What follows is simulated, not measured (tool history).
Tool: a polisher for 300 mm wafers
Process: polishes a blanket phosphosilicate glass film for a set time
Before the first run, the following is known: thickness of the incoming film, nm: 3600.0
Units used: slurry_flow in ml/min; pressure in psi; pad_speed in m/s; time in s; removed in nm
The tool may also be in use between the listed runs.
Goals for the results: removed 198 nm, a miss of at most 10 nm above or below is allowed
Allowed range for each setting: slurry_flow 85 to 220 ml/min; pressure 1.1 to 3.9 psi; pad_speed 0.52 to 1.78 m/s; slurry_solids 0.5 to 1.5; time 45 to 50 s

run,hour,slurry_flow,pressure,pad_speed,slurry_solids,time,removed
1,0,140,2.5,1.14,1,50,423.19
2,2.6,140,2.5,0.92,1,50,356.27
3,6.8,175,2.5,0.92,1,50,365.85
4,10.4,175,2.1,0.92,1,50,308.09
5,16.1,175,2.1,0.92,1,50,310.05
6,22.8,175,2.1,0.92,1,45,285.52
7,28.6,175,1.9,0.92,1,45,250.61
8,32.7,175,1.8,0.92,1,45,236.06
9,36.1,170,1.7,0.92,1,45,225.21
10,41.5,165,1.6,0.92,1,45,211.71

Exercise: of the 5 proposed moves below, exactly one satisfies all targets within the stated allowed misses. Which move is it?
A,46.9,165,1.8,0.82,1,45,?
B,46.9,105,1.4,1.22,1.1,49,?
C,46.9,160,1.7,0.98,1.05,48,?
D,46.9,160,1.4,1.3,0.85,45,?
E,46.9,185,1.5,0.94,0.85,45,?

move,removed
A,218.46
B,244.61
C,256.91
D,235.93
E,198.4
A: its largest miss is bigger than the last run's
B: its largest miss is bigger than the last run's
C: its largest miss is bigger than the last run's
D: its largest miss is bigger than the last run's
E: hits every target within its allowed miss
Answer: E
